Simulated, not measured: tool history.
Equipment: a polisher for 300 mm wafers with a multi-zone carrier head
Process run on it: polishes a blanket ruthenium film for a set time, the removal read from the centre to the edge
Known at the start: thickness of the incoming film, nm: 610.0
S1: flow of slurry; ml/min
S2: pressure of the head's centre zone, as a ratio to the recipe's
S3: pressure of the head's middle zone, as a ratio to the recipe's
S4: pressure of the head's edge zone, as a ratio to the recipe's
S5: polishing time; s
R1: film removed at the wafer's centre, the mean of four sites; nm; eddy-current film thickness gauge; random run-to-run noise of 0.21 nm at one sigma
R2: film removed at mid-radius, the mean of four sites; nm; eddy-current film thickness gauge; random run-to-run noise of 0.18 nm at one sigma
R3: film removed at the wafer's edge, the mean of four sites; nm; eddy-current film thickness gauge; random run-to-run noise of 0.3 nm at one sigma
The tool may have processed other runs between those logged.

run	hour	S1	S2	S3	S4	S5	R1	R2	R3
1	0.0	190	1.00	1.00	1.00	30	32.687	34.028	33.333
2	4.0	180	0.96	0.98	0.98	28	29.645	31.192	30.787
3	12.5	195	0.96	0.98	0.98	28	29.975	31.578	31.282
4	17.1	150	0.96	0.98	0.98	28	29.631	30.362	30.551
5	18.9	160	0.93	0.98	0.99	25	24.963	27.131	26.983
6	23.4	160	0.91	0.98	0.99	24	24.180	26.242	25.847
7	27.4	160	0.89	0.98	1.01	23	22.143	25.163	25.587
8	34.4	160	0.87	0.98	1.00	22	20.638	24.230	24.022

Predict the results of run 9:
9	41.0	155	0.86	0.97	0.99	22	?	?	?

Logged for run 9: R1 20.656 nm, R2 23.796 nm, R3 24.578 nm.
